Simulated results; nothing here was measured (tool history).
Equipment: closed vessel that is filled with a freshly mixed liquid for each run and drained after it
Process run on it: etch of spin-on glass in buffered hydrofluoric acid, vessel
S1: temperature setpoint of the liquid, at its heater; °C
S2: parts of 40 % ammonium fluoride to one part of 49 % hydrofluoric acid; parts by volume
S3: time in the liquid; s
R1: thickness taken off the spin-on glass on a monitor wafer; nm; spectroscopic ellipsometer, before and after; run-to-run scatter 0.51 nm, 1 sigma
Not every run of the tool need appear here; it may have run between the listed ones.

| run | day | S1 | S2 | S3 | R1 |
|---|---|---|---|---|---|
| 1 | 0 | 23 | 14.5 | 30 | 34.645 |
| 2 | 0.379 | 23 | 12 | 30 | 41.166 |
| 3 | 0.429 | 24.5 | 12 | 30 | 45.359 |
| 4 | 0.554 | 25.5 | 11.5 | 30 | 49.622 |
| 5 | 0.75 | 26.5 | 11 | 30 | 54.541 |
| 6 | 0.854 | 26.5 | 11 | 30 | 54.73 |
| 7 | 1.067 | 27 | 11 | 30 | 55.482 |
| 8 | 1.35 | 27.5 | 10.5 | 30 | 60.074 |

Forecast run 9:
| 9 | 1.446 | 28 | 10.5 | 30 | ? |

Run 9 came out at R1 61.672 nm.

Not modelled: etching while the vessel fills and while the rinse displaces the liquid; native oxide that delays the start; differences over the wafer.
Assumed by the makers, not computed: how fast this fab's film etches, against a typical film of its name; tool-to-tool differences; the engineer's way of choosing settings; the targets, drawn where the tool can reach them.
